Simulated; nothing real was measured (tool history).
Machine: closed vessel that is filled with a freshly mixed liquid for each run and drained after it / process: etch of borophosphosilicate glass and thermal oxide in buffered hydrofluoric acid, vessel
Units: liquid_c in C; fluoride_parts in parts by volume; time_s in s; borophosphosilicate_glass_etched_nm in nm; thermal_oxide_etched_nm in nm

run	hour	liquid_c	fluoride_parts	time_s	borophosphosilicate_glass_etched_nm	thermal_oxide_etched_nm
1	0	22	11.5	60	66.102	51.191
2	3.7	23	11.5	60	69.707	55.262
3	9.1	23	11.5	50	58.169	46.295
4	13.1	24	11	50	64.819	50.628
5	18.1	24	12.5	50	57.219	45.285
6	22.7	25	12	50	62.127	48.736
7	31.8	26	11.5	50	68.402	53.999
8	39	26.5	11.5	50	71.341	55.366
9	40	27	11.5	50	72.56	57.747

What does the tool deliver on the next run?
10	48.2	27.5	11.5	50	?	?

Run 10 yielded borophosphosilicate_glass_etched_nm 75.825 nm, thermal_oxide_etched_nm 58.535 nm.

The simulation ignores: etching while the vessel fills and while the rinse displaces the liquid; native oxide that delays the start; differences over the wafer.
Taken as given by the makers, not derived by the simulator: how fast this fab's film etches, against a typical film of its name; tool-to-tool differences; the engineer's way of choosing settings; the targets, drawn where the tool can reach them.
